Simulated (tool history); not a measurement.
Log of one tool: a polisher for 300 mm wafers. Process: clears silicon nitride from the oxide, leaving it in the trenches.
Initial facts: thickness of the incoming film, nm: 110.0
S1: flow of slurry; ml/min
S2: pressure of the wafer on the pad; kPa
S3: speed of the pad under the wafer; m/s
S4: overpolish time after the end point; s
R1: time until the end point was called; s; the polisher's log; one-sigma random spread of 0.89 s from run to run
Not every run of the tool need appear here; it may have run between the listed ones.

run 1 day=0.000 | S1=280 S2=23.4 S3=1.28 S4=45 | R1=68.309
run 2 day=0.254 | S1=280 S2=23.4 S3=1.12 S4=45 | R1=77.177
run 3 day=0.475 | S1=280 S2=23.4 S3=1.36 S4=45 | R1=64.829
run 4 day=0.617 | S1=280 S2=21.4 S3=1.36 S4=45 | R1=70.919
run 5 day=0.892 | S1=280 S2=20.0 S3=1.36 S4=45 | R1=75.275
run 6 day=1.096 | S1=280 S2=18.6 S3=1.36 S4=45 | R1=79.440
run 7 day=1.258 | S1=280 S2=17.9 S3=1.36 S4=45 | R1=83.922

Expected results for the next run?
run 8 day=1.400 | S1=280 S2=17.2 S3=1.36 S4=45 | R1=?

R1: 87.735 s

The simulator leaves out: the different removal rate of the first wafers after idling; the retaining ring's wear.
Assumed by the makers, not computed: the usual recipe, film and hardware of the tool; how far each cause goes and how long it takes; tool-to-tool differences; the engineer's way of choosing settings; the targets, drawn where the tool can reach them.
